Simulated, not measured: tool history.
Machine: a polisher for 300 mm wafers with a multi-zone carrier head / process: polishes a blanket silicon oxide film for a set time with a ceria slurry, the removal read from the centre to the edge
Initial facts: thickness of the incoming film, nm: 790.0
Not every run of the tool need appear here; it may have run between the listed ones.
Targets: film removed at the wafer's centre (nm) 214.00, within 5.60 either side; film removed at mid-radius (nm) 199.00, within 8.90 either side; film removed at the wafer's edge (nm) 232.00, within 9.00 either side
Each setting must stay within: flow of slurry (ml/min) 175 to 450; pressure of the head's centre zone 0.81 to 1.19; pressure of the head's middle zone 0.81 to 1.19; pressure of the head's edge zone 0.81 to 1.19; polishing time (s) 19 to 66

run  hour  flow of slurry (ml/min)  pressure of the head's centre zone  pressure of the head's middle zone  pressure of the head's edge zone  polishing time (s)  film removed at the wafer's centre (nm)  film removed at mid-radius (nm)  film removed at the wafer's edge (nm)
  1   0.0                      290                                1.00                                1.00                              1.00                  42                                   146.78                           143.37                                 144.56
  2   7.9                      290                                1.00                                0.99                              1.03                  45                                   156.61                           154.77                                 159.32
  3  12.9                      290                                1.01                                0.98                              1.05                  47                                   162.69                           158.65                                 167.34
  4  16.8                      290                                1.01                                0.98                              1.05                  41                                   144.01                           137.17                                 144.80
  5  18.7                      290                                1.01                                0.98                              1.11                  41                                   142.89                           138.63                                 148.25
  6  19.8                      290                                1.02                                0.97                              1.12                  44                                   154.95                           145.04                                 159.75
  7  21.2                      290                                1.02                                0.97                              1.13                  46                                   163.47                           150.34                                 168.94
  8  24.7                      290                                1.02                                0.97                              1.14                  48                                   168.41                           158.67                                 175.63
  9  33.5                      290                                1.02                                0.96                              1.15                  50                                   175.57                           163.57                                 187.45

Next run, 5 choices. One meets every target within its allowed miss, the rest don't. Which?
  A  42.3                      245                                1.09                                0.95                              1.19                  40                                        ?                                ?                                      ?
  B  42.3                      375                                1.09                                0.89                              1.11                  64                                        ?                                ?                                      ?
  C  42.3                      305                                1.10                                0.97                              1.07                  59                                        ?                                ?                                      ?
  D  42.3                      290                                1.02                                0.95                              1.19                  61                                        ?                                ?                                      ?
  E  42.3                      290                                1.03                                0.98                              1.09                  42                                        ?                                ?                                      ?

move  film removed at the wafer's centre (nm)  film removed at mid-radius (nm)  film removed at the wafer's edge (nm)
   A                                   147.09                           126.37                                 148.41
   B                                   246.81                           200.04                                 237.00
   C                                   225.08                           194.48                                 211.20
   D                                   214.49                           196.61                                 229.72
   E                                   149.16                           138.97                                 151.13
A: the biggest miss grows against the last run
B: pushes the last run's worst result past its target
C: pushes the last run's worst result past its target
D: every result lands within tolerance
E: the biggest miss grows against the last run
D is the move that brings every result within its allowed miss.

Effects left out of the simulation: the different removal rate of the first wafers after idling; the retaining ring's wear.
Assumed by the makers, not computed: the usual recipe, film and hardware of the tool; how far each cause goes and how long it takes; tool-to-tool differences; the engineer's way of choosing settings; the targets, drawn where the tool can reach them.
